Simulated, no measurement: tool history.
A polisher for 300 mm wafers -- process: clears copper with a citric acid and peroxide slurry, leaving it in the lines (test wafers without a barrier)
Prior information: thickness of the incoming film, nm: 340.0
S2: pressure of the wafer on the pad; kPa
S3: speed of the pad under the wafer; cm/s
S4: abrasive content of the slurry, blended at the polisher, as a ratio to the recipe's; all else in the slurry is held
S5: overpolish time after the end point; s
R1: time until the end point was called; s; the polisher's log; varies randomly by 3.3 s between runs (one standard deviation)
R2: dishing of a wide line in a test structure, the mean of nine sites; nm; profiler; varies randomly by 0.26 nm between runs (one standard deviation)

run 1 hour=0.0 | flow_of_slurry_(ml/min)=320 S2=20.7 S3=126 S4=1.0 S5=15 | R1=126.51 R2=35.248
run 2 hour=3.3 | flow_of_slurry_(ml/min)=265 S2=20.7 S3=126 S4=1.0 S5=15 | R1=122.15 R2=34.291
run 3 hour=4.6 | flow_of_slurry_(ml/min)=265 S2=17.9 S3=126 S4=1.0 S5=15 | R1=141.52 R2=30.875
run 4 hour=8.7 | flow_of_slurry_(ml/min)=260 S2=17.2 S3=120 S4=1.0 S5=12 | R1=154.21 R2=23.852
run 5 hour=15.0 | flow_of_slurry_(ml/min)=205 S2=17.2 S3=120 S4=1.0 S5=12 | R1=158.85 R2=23.457
run 6 hour=19.1 | flow_of_slurry_(ml/min)=240 S2=17.2 S3=120 S4=1.0 S5=12 | R1=153.44 R2=23.085
run 7 hour=27.2 | flow_of_slurry_(ml/min)=240 S2=15.9 S3=120 S4=1.0 S5=11 | R1=167.94 R2=20.605

The next listed run, before its measurement:
run 8 hour=33.7 | flow_of_slurry_(ml/min)=240 S2=15.2 S3=120 S4=1.0 S5=10 | R1=? R2=?

Run 8 gave R1 172.79 s, R2 18.305 nm.
